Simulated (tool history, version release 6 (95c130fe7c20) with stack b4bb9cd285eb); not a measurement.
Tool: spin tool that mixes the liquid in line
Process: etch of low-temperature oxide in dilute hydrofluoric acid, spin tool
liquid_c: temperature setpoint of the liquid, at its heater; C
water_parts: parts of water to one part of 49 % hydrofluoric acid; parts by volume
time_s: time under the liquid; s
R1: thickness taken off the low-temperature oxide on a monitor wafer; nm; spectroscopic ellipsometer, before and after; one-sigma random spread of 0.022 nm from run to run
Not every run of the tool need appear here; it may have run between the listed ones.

Run 1, hour 0: liquid_c 26 C, water_parts 285 parts by volume, time_s 90 s. Result: R1 4.2366 nm.
Run 2, hour 2.5: liquid_c 26 C, water_parts 185 parts by volume, time_s 90 s. Result: R1 7.2812 nm.
Run 3, hour 4.7: liquid_c 29 C, water_parts 185 parts by volume, time_s 90 s. Result: R1 8.2192 nm.
Run 4, hour 10.4: liquid_c 29 C, water_parts 230 parts by volume, time_s 90 s. Result: R1 6.064 nm.
Run 5, hour 12.5: liquid_c 27.5 C, water_parts 255 parts by volume, time_s 90 s. Result: R1 5.1111 nm.
Run 6, hour 14.6: liquid_c 26 C, water_parts 270 parts by volume, time_s 90 s. Result: R1 4.6099 nm.
Run 7, hour 21.1: liquid_c 24.5 C, water_parts 285 parts by volume, time_s 90 s. Result: R1 4.0395 nm.
Run 8, hour 25.1: liquid_c 24.5 C, water_parts 285 parts by volume, time_s 90 s. Result: R1 4.0363 nm.

For run 9, what comes out?
Run 9, hour 25.9: liquid_c 23.5 C, water_parts 295 parts by volume, time_s 90 s. Result: R1 ?.

Run 9 produced R1 3.7301 nm.

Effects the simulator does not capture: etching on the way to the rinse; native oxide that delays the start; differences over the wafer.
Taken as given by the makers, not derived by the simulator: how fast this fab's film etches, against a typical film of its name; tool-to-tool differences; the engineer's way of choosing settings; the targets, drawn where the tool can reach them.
